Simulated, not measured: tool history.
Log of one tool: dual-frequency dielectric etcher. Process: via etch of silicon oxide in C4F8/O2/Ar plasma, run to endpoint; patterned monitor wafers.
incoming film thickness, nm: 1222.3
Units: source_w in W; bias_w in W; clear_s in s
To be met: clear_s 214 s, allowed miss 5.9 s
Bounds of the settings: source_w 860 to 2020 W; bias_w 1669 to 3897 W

run 1 hour=0 | source_w=1440 bias_w=2783 | clear_s=238.16
run 2 hour=3.3 | source_w=1440 bias_w=2594 | clear_s=242.71
run 3 hour=7.1 | source_w=1560 bias_w=2686 | clear_s=236
run 4 hour=16 | source_w=1660 bias_w=2827 | clear_s=226.64
run 5 hour=16.7 | source_w=1660 bias_w=2595 | clear_s=233.77
run 6 hour=21.4 | source_w=1660 bias_w=2338 | clear_s=240.25
run 7 hour=25.4 | source_w=1760 bias_w=2504 | clear_s=231.78
run 8 hour=32.2 | source_w=1830 bias_w=2625 | clear_s=225.32

5 next moves are on the table. One of them brings every result within its allowed miss. Which?
run A hour=39 | source_w=1690 bias_w=2115 | clear_s=?
run B hour=39 | source_w=2020 bias_w=2872 | clear_s=?
run C hour=39 | source_w=1810 bias_w=2411 | clear_s=?
run D hour=39 | source_w=1660 bias_w=2623 | clear_s=?
run E hour=39 | source_w=1610 bias_w=2329 | clear_s=?

move=A clear_s=245.78
move=B clear_s=212.85
move=C clear_s=231.87
move=D clear_s=232.44
move=E clear_s=242.82
A: further off than the last run
B: meets every target
C: further off than the last run
D: further off than the last run
E: further off than the last run
Answer: B

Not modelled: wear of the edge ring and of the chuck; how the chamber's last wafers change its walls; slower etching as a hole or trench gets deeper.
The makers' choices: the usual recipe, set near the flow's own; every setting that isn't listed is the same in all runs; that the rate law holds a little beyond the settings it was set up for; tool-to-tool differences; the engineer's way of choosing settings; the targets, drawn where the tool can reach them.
